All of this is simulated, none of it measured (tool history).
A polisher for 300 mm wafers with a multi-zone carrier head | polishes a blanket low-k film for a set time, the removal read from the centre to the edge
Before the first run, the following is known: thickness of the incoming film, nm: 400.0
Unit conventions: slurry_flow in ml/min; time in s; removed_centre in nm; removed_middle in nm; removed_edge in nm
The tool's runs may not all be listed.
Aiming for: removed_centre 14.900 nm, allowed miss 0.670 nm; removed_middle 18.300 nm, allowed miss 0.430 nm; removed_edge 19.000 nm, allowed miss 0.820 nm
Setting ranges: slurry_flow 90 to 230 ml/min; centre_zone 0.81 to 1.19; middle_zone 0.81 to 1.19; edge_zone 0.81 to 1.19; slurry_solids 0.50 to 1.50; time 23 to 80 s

Run 1, hour 0.0: slurry_flow 150 ml/min, centre_zone 1.00, middle_zone 1.00, edge_zone 1.00, slurry_solids 1.00, time 51 s. Result: removed_centre 25.552 nm, removed_middle 26.201 nm, removed_edge 25.790 nm.
Run 2, hour 2.4: slurry_flow 150 ml/min, centre_zone 1.00, middle_zone 1.00, edge_zone 1.00, slurry_solids 1.00, time 61 s. Result: removed_centre 31.764 nm, removed_middle 31.485 nm, removed_edge 31.161 nm.
Run 3, hour 7.6: slurry_flow 140 ml/min, centre_zone 0.97, middle_zone 0.99, edge_zone 1.00, slurry_solids 0.90, time 59 s. Result: removed_centre 26.963 nm, removed_middle 27.801 nm, removed_edge 28.129 nm.
Run 4, hour 14.6: slurry_flow 140 ml/min, centre_zone 0.90, middle_zone 0.99, edge_zone 1.00, slurry_solids 0.90, time 59 s. Result: removed_centre 25.191 nm, removed_middle 27.909 nm, removed_edge 27.774 nm.
Run 5, hour 22.0: slurry_flow 140 ml/min, centre_zone 0.90, middle_zone 0.99, edge_zone 1.00, slurry_solids 0.90, time 67 s. Result: removed_centre 27.906 nm, removed_middle 31.843 nm, removed_edge 31.427 nm.
Run 6, hour 27.3: slurry_flow 140 ml/min, centre_zone 0.90, middle_zone 0.99, edge_zone 1.00, slurry_solids 0.80, time 67 s. Result: removed_centre 26.666 nm, removed_middle 29.512 nm, removed_edge 29.406 nm.
Run 7, hour 33.7: slurry_flow 130 ml/min, centre_zone 0.88, middle_zone 0.99, edge_zone 1.01, slurry_solids 0.75, time 65 s. Result: removed_centre 23.318 nm, removed_middle 27.334 nm, removed_edge 27.338 nm.
Run 8, hour 41.9: slurry_flow 95 ml/min, centre_zone 0.81, middle_zone 0.89, edge_zone 0.91, slurry_solids 0.50, time 55 s. Result: removed_centre 12.231 nm, removed_middle 14.288 nm, removed_edge 15.189 nm.
Run 9, hour 42.7: slurry_flow 110 ml/min, centre_zone 0.81, middle_zone 0.90, edge_zone 0.94, slurry_solids 0.50, time 54 s. Result: removed_centre 12.612 nm, removed_middle 14.674 nm, removed_edge 15.305 nm.
Run 10, hour 47.9: slurry_flow 115 ml/min, centre_zone 0.81, middle_zone 0.92, edge_zone 0.98, slurry_solids 0.50, time 53 s. Result: removed_centre 12.146 nm, removed_middle 14.798 nm, removed_edge 15.765 nm.
Run 11, hour 55.2: slurry_flow 115 ml/min, centre_zone 0.81, middle_zone 0.92, edge_zone 0.98, slurry_solids 0.50, time 53 s. Result: removed_centre 12.582 nm, removed_middle 14.771 nm, removed_edge 15.642 nm.
Run 12, hour 60.7: slurry_flow 125 ml/min, centre_zone 0.81, middle_zone 0.94, edge_zone 1.01, slurry_solids 0.50, time 53 s. Result: removed_centre 12.559 nm, removed_middle 15.317 nm, removed_edge 15.886 nm.
Run 13, hour 67.8: slurry_flow 125 ml/min, centre_zone 0.81, middle_zone 0.94, edge_zone 1.01, slurry_solids 0.50, time 53 s. Result: removed_centre 12.680 nm, removed_middle 15.480 nm, removed_edge 15.994 nm.
Run 14, hour 69.0: slurry_flow 125 ml/min, centre_zone 0.81, middle_zone 0.94, edge_zone 1.01, slurry_solids 0.50, time 53 s. Result: removed_centre 12.684 nm, removed_middle 15.379 nm, removed_edge 16.121 nm.
Run 15, hour 73.4: slurry_flow 135 ml/min, centre_zone 0.81, middle_zone 0.95, edge_zone 1.04, slurry_solids 0.50, time 53 s. Result: removed_centre 12.693 nm, removed_middle 15.897 nm, removed_edge 16.386 nm.
Run 16, hour 76.9: slurry_flow 145 ml/min, centre_zone 0.82, middle_zone 0.95, edge_zone 1.06, slurry_solids 0.50, time 53 s. Result: removed_centre 13.172 nm, removed_middle 15.781 nm, removed_edge 17.026 nm.
Run 17, hour 78.3: slurry_flow 150 ml/min, centre_zone 0.82, middle_zone 0.96, edge_zone 1.07, slurry_solids 0.50, time 53 s. Result: removed_centre 12.952 nm, removed_middle 16.287 nm, removed_edge 17.145 nm.
Run 18, hour 87.3: slurry_flow 150 ml/min, centre_zone 0.82, middle_zone 0.96, edge_zone 1.07, slurry_solids 0.50, time 53 s. Result: removed_centre 13.352 nm, removed_middle 16.256 nm, removed_edge 16.730 nm.
Run 19, hour 88.6: slurry_flow 150 ml/min, centre_zone 0.83, middle_zone 0.97, edge_zone 1.09, slurry_solids 0.50, time 53 s. Result: removed_centre 13.541 nm, removed_middle 16.352 nm, removed_edge 16.960 nm.
Run 20, hour 91.9: slurry_flow 160 ml/min, centre_zone 0.83, middle_zone 0.97, edge_zone 1.10, slurry_solids 0.50, time 53 s. Result: removed_centre 13.646 nm, removed_middle 16.544 nm, removed_edge 17.404 nm.
Run 21, hour 100.9: slurry_flow 170 ml/min, centre_zone 0.83, middle_zone 0.98, edge_zone 1.11, slurry_solids 0.50, time 53 s. Result: removed_centre 13.996 nm, removed_middle 16.624 nm, removed_edge 17.667 nm.
Run 22, hour 106.9: slurry_flow 175 ml/min, centre_zone 0.83, middle_zone 0.99, edge_zone 1.12, slurry_solids 0.50, time 53 s. Result: removed_centre 14.284 nm, removed_middle 16.694 nm, removed_edge 17.639 nm.
Run 23, hour 115.5: slurry_flow 175 ml/min, centre_zone 0.83, middle_zone 1.00, edge_zone 1.13, slurry_solids 0.50, time 53 s. Result: removed_centre 14.391 nm, removed_middle 16.979 nm, removed_edge 17.455 nm.
Run 24, hour 121.5: slurry_flow 175 ml/min, centre_zone 0.83, middle_zone 1.00, edge_zone 1.14, slurry_solids 0.50, time 53 s. Result: removed_centre 13.983 nm, removed_middle 17.042 nm, removed_edge 17.576 nm.
Run 25, hour 123.7: slurry_flow 180 ml/min, centre_zone 0.83, middle_zone 1.00, edge_zone 1.15, slurry_solids 0.50, time 53 s. Result: removed_centre 14.080 nm, removed_middle 17.232 nm, removed_edge 17.843 nm.
Run 26, hour 127.5: slurry_flow 185 ml/min, centre_zone 0.83, middle_zone 1.00, edge_zone 1.16, slurry_solids 0.50, time 53 s. Result: removed_centre 14.052 nm, removed_middle 17.255 nm, removed_edge 18.067 nm.

Which single option among these 4 for the next run brings every result within its allowed miss of target? Just one does.
Run A, hour 131.3: slurry_flow 200 ml/min, centre_zone 0.93, middle_zone 1.08, edge_zone 1.11, slurry_solids 0.50, time 56 s. Result: removed_centre ?, removed_middle ?, removed_edge ?.
Run B, hour 131.3: slurry_flow 195 ml/min, centre_zone 0.94, middle_zone 1.19, edge_zone 1.07, slurry_solids 0.55, time 49 s. Result: removed_centre ?, removed_middle ?, removed_edge ?.
Run C, hour 131.3: slurry_flow 170 ml/min, centre_zone 0.83, middle_zone 1.01, edge_zone 1.14, slurry_solids 0.50, time 57 s. Result: removed_centre ?, removed_middle ?, removed_edge ?.
Run D, hour 131.3: slurry_flow 195 ml/min, centre_zone 0.99, middle_zone 1.04, edge_zone 1.03, slurry_solids 0.50, time 52 s. Result: removed_centre ?, removed_middle ?, removed_edge ?.

move  removed_centre  removed_middle  removed_edge
   A          16.694          19.563        18.929
   B          16.026          19.920        17.639
   C          14.740          18.551        19.203
   D          16.441          17.622        16.896
A: pushes the last run's worst result past its target
B: pushes the last run's worst result past its target
C: hits every target within its allowed miss
D: lands further from the targets than the last run did
The move that meets every target is C.
